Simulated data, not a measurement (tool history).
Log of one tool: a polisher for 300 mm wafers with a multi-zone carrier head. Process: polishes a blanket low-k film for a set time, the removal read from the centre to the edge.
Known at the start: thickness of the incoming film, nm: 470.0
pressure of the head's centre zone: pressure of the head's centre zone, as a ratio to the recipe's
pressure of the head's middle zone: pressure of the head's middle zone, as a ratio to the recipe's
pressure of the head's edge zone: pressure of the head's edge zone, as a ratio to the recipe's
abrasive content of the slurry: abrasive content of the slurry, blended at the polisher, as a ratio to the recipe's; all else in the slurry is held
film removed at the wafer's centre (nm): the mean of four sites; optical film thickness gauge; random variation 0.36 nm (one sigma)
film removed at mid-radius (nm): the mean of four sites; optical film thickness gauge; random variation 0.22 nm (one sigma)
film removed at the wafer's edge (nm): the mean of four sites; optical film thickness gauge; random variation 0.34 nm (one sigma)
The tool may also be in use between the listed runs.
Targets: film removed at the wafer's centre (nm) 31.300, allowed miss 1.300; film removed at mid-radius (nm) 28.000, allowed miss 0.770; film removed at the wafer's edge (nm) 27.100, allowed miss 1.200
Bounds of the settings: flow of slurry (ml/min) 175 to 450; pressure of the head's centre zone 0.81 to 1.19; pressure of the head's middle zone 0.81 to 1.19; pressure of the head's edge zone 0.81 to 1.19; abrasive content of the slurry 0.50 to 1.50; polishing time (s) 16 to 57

run	hour	flow of slurry (ml/min)	pressure of the head's centre zone	pressure of the head's middle zone	pressure of the head's edge zone	abrasive content of the slurry	polishing time (s)	film removed at the wafer's centre (nm)	film removed at mid-radius (nm)	film removed at the wafer's edge (nm)
1	0.0	290	1.00	1.00	1.00	1.00	36	19.293	19.576	18.936
2	6.1	295	1.04	1.02	1.03	1.10	36	20.381	20.629	20.303
3	8.4	295	1.10	1.02	1.03	1.10	36	21.292	20.375	19.642
4	10.1	305	1.12	1.02	1.03	1.20	37	23.358	22.023	21.452
5	18.6	315	1.14	1.02	1.02	1.25	38	24.862	23.178	22.791
6	19.4	315	1.11	1.02	1.02	1.25	38	24.126	23.061	21.934
7	26.8	315	1.13	1.02	1.03	1.30	39	25.548	24.071	23.682
8	31.5	320	1.14	1.02	1.02	1.35	40	27.051	25.085	24.392
9	32.6	325	1.15	1.02	1.02	1.40	40	27.245	25.491	24.722
10	35.2	330	1.16	1.02	1.01	1.40	41	27.976	25.951	25.001
11	40.2	330	1.17	1.02	1.01	1.40	42	28.893	26.574	25.612

5 next moves are on the table. One of them brings every result within its allowed miss. Which?
A	45.2	325	1.17	1.00	0.98	1.40	45	?	?	?
B	45.2	265	0.94	1.11	1.06	1.50	41	?	?	?
C	45.2	350	1.07	1.07	1.01	1.35	43	?	?	?
D	45.2	365	1.19	1.08	0.83	1.35	42	?	?	?
E	45.2	250	1.19	0.97	1.02	1.45	43	?	?	?

move	film removed at the wafer's centre (nm)	film removed at mid-radius (nm)	film removed at the wafer's edge (nm)
A	31.437	28.223	27.083
B	23.718	28.059	25.892
C	27.552	28.183	26.009
D	29.704	27.798	23.249
E	30.133	26.108	26.278
A: meets every target
B: brings the result that was furthest off to its target, and leaves another outside
C: brings the result that was furthest off to its target, and leaves another outside
D: brings the result that was furthest off to its target, and leaves another outside
E: further off than the last run
The right move is A.
